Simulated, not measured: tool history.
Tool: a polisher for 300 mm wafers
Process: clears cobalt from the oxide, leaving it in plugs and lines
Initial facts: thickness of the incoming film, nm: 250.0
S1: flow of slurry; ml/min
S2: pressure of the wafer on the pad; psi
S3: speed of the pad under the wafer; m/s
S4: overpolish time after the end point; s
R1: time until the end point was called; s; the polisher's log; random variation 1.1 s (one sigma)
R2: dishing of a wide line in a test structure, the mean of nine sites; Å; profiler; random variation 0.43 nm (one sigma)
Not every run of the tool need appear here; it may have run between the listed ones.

run,hour,S1,S2,S3,S4,R1,R2
1,0.0,145,1.6,1.08,12,54.784,331.57
2,3.3,145,1.5,1.08,11,56.331,312.48
3,7.2,145,1.2,1.08,11,69.783,266.27
4,11.5,145,1.1,1.12,10,77.209,241.63
5,18.9,160,1.1,1.12,10,72.438,233.66
6,24.4,140,1.1,1.12,10,73.941,239.38
# hour 25.1: head pressure recalibrated
7,25.1,145,1.1,1.14,9,67.901,238.62
8,33.5,145,1.1,1.14,8,70.694,204.49

Expected results for the next run?
9,37.5,145,1.1,1.14,7,?,?

Run 9 gave R1 70.593 s, R2 201.16 Å.

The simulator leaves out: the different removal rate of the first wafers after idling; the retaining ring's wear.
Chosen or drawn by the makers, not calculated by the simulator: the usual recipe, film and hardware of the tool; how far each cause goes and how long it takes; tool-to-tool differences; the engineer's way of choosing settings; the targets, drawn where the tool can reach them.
